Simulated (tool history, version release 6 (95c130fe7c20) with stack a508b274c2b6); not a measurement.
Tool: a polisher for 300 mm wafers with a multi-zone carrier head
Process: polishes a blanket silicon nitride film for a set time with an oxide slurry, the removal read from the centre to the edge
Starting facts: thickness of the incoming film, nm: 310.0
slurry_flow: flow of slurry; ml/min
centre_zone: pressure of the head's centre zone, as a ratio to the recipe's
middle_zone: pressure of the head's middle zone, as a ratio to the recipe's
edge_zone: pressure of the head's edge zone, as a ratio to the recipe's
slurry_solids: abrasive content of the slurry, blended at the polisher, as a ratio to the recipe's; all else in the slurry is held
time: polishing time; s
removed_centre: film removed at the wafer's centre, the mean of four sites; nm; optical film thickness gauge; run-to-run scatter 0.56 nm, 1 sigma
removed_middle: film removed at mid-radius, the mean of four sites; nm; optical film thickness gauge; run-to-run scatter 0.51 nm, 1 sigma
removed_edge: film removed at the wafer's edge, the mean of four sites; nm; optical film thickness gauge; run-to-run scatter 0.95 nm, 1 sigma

run	day	slurry_flow	centre_zone	middle_zone	edge_zone	slurry_solids	time	removed_centre	removed_middle	removed_edge
1	0	180	1	1	1	1	89	56.779	58.127	59.244
2	0.079	180	1	1	1	0.85	89	53.03	54.171	55.016
3	0.267	180	1	1	1	0.85	106	63.043	64.39	66.019
4	0.596	195	1.02	1.02	1.03	0.85	106	65.722	65.942	66.533
5	0.679	200	1.03	1.03	1.05	0.9	106	69.493	68.364	69.727
6	0.767	210	1.03	1.05	1.07	0.9	106	68.532	70.841	70.867
# day 1.017: slurry nozzle cleaned
7	1.017	260	1.12	1.06	1.13	0.95	106	85.634	80.097	79.639
8	1.304	250	1.11	1.06	1.13	0.95	106	83.675	80.269	78.656
9	1.633	240	1.1	1.06	1.13	0.95	106	83.014	79.376	79.857

Expected results for the next run?
10	1.833	235	1.09	1.06	1.12	0.95	106	?	?	?

removed_centre: 82.461 nm
removed_middle: 79.761 nm
removed_edge: 79.078 nm
